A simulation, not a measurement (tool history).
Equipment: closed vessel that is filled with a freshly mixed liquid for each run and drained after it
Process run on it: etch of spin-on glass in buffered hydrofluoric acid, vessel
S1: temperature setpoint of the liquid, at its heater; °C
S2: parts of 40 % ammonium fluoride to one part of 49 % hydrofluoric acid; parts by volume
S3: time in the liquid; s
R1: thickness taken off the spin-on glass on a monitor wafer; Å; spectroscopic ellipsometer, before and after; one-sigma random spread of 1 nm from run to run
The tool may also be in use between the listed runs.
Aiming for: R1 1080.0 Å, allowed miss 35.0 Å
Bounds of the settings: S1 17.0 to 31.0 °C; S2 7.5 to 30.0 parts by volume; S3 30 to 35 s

run    day    S1    S2  S3      R1
  1  0.000  23.0  21.0  35   928.9
  2  0.308  24.5  21.0  35  1011.8
  3  0.517  24.5  15.0  35  1391.5
  4  0.558  24.5   9.5  35  2113.2
  5  0.667  24.5   7.5  35  2696.7
  6  0.796  24.5   7.5  30  2314.5
  7  1.146  23.5   8.0  30  2047.9
  8  1.433  22.5   8.5  30  1800.1
  9  1.738  18.5  11.0  30  1152.7
 10  2.067  18.0  11.0  30  1120.1

4 next moves are on the table. One of them brings every result within its allowed miss. Which?
  A  2.396  17.0  10.0  30   ?
  B  2.396  17.0  11.5  35   ?
  C  2.396  21.0  13.5  30   ?
  D  2.396  18.0  12.5  35   ?

move      R1
   A  1171.5
   B  1192.6
   C  1094.7
   D  1163.5
A: moves away from the targets compared with the last run
B: moves away from the targets compared with the last run
C: every result lands within tolerance
D: moves away from the targets compared with the last run
Go with C: it meets all targets.
